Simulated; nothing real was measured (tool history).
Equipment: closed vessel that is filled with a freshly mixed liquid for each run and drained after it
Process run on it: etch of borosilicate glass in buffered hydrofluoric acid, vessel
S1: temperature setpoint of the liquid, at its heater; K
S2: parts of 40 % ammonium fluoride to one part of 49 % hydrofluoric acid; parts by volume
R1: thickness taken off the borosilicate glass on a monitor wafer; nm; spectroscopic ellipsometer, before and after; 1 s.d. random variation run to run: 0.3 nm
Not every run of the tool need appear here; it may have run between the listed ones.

{"run": 1, "hour": 0.0, "S1": 297.15, "S2": 16, "time in the liquid (s)": 105, "R1": 78.847}
{"run": 2, "hour": 5.9, "S1": 297.15, "S2": 13.5, "time in the liquid (s)": 105, "R1": 92.363}
{"run": 3, "hour": 14.0, "S1": 297.15, "S2": 13.5, "time in the liquid (s)": 105, "R1": 92.337}
{"run": 4, "hour": 16.5, "S1": 299.65, "S2": 13.5, "time in the liquid (s)": 105, "R1": 105.56}
{"run": 5, "hour": 17.6, "S1": 299.65, "S2": 13.5, "time in the liquid (s)": 110, "R1": 110.87}
{"run": 6, "hour": 21.7, "S1": 298.15, "S2": 13.5, "time in the liquid (s)": 110, "R1": 101.78}
{"run": 7, "hour": 27.3, "S1": 298.15, "S2": 13.5, "time in the liquid (s)": 110, "R1": 103.43}
{"run": 8, "hour": 30.0, "S1": 294.15, "S2": 18, "time in the liquid (s)": 110, "R1": 62.68}
{"run": 9, "hour": 38.9, "S1": 293.65, "S2": 18, "time in the liquid (s)": 110, "R1": 60.503}

Run 10 has not been measured yet. What should we expect?
{"run": 10, "hour": 42.5, "S1": 293.15, "S2": 18, "time in the liquid (s)": 110, "R1": "?"}

R1: 59.364 nm
